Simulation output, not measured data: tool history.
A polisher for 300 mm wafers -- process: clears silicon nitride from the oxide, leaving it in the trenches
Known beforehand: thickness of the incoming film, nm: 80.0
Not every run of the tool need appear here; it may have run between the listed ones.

| run | hour | flow of slurry (ml/min) | pressure of the wafer on the pad (kPa) | speed of the pad under the wafer (m/s) | overpolish time after the end point (s) | time until the end point was called (s) |
|---|---|---|---|---|---|---|
| 1 | 0 | 285 | 14.5 | 0.88 | 19 | 140.21 |
| 2 | 0.6 | 285 | 15.2 | 0.88 | 19 | 132.41 |
| 3 | 8.1 | 285 | 15.9 | 0.88 | 19 | 125.32 |
| 4 | 9.9 | 285 | 16.5 | 0.88 | 19 | 119.64 |
| 5 | 12.3 | 285 | 17.2 | 0.88 | 19 | 114.98 |
| 6 | 16.4 | 285 | 17.2 | 0.88 | 19 | 116.43 |
| 7 | 18.4 | 285 | 17.2 | 0.88 | 19 | 114.6 |
| 8 | 26.8 | 285 | 17.9 | 0.88 | 19 | 113.23 |
| 9 | 29.6 | 285 | 18.6 | 0.88 | 19 | 105 |

Forecast run 10:
| 10 | 31.8 | 285 | 19.3 | 0.88 | 19 | ? |

For run 10 the tool returned time until the end point was called (s) 102.59.
